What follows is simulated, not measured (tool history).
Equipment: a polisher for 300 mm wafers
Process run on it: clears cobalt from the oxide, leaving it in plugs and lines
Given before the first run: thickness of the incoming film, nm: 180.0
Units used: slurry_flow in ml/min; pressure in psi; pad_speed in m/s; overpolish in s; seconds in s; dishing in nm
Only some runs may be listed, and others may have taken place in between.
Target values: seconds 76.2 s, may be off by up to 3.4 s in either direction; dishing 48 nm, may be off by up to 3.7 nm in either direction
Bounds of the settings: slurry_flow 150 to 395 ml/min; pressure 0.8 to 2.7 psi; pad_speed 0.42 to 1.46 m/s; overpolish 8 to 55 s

run 1 hour=0 | slurry_flow=250 pressure=1.7 pad_speed=0.94 overpolish=28 | seconds=45.496 dishing=48.308
run 2 hour=8.5 | slurry_flow=250 pressure=1.7 pad_speed=1.06 overpolish=28 | seconds=43.078 dishing=48.22
run 3 hour=10 | slurry_flow=190 pressure=1.7 pad_speed=1.06 overpolish=28 | seconds=44.012 dishing=49.547
run 4 hour=14.2 | slurry_flow=190 pressure=1.7 pad_speed=0.96 overpolish=28 | seconds=46.391 dishing=46.671
run 5 hour=21.6 | slurry_flow=190 pressure=1.7 pad_speed=0.74 overpolish=28 | seconds=56.098 dishing=44.968
run 6 hour=25.9 | slurry_flow=190 pressure=1.7 pad_speed=0.58 overpolish=28 | seconds=64.104 dishing=41.488
run 7 hour=32.9 | slurry_flow=190 pressure=1.6 pad_speed=0.58 overpolish=33 | seconds=66.26 dishing=44.89
run 8 hour=40.5 | slurry_flow=190 pressure=1.5 pad_speed=0.58 overpolish=35 | seconds=70.081 dishing=44.903

Below are 4 possible settings for the next run. Only one of them brings all results inside the allowed miss of their targets. Which is it?
run A hour=48.1 | slurry_flow=230 pressure=1.8 pad_speed=0.46 overpolish=28 | seconds=? dishing=?
run B hour=48.1 | slurry_flow=150 pressure=1.7 pad_speed=0.54 overpolish=36 | seconds=? dishing=?
run C hour=48.1 | slurry_flow=160 pressure=1.9 pad_speed=0.44 overpolish=40 | seconds=? dishing=?
run D hour=48.1 | slurry_flow=175 pressure=1.6 pad_speed=0.46 overpolish=43 | seconds=? dishing=?

move=A seconds=67.812 dishing=40.812
move=B seconds=68.177 dishing=45.215
move=C seconds=68.747 dishing=46.784
move=D seconds=76.386 dishing=46.372
A: lands further from the targets than the last run did
B: lands further from the targets than the last run did
C: lands further from the targets than the last run did
D: meets every target
Move D is the one to make.
